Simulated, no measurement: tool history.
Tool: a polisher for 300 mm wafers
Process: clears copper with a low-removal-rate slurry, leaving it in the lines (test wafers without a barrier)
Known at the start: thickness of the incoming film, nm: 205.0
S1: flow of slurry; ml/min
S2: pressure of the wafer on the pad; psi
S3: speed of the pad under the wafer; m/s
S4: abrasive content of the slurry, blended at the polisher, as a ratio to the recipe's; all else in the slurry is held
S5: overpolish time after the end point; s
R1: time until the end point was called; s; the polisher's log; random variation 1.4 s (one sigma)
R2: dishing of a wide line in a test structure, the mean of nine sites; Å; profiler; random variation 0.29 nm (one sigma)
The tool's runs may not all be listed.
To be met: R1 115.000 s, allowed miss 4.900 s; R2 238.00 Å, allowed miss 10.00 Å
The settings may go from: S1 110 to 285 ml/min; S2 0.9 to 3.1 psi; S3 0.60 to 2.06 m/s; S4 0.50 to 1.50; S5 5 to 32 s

run,hour,S1,S2,S3,S4,S5,R1,R2
1,0.0,180,2.0,1.32,1.00,16,96.890,187.75
2,4.9,195,2.0,1.32,1.00,16,97.438,184.97
3,7.1,195,2.0,1.50,1.00,16,86.430,200.49
4,12.2,195,1.8,1.50,1.00,16,94.942,193.29
5,18.0,150,1.8,1.50,1.00,16,99.060,184.96
6,23.0,150,1.8,1.50,1.00,20,100.900,211.33
7,26.2,145,1.7,1.50,1.00,22,105.980,209.96
8,28.3,140,1.7,1.50,1.00,24,109.010,222.04
# hour 34.0: worn pad replaced by a new one
9,34.0,135,1.7,1.50,1.00,25,97.753,236.46
10,34.7,135,1.6,1.50,1.00,26,103.880,229.84

Which of these 5 next moves meets every target?
A,35.4,135,1.6,1.56,0.95,23,?,?
B,35.4,185,1.9,1.20,1.00,26,?,?
C,35.4,135,1.3,1.60,1.15,31,?,?
D,35.4,135,1.3,1.60,1.10,26,?,?
E,35.4,130,2.0,1.32,0.80,29,?,?

move,R1,R2
A,101.280,222.82
B,103.080,236.38
C,114.970,236.25
D,116.250,217.97
E,101.110,250.14
A: further off than the last run
B: further off than the last run
C: meets every target
D: brings the result that was furthest off to its target, and leaves another outside
E: further off than the last run
The right move is C.
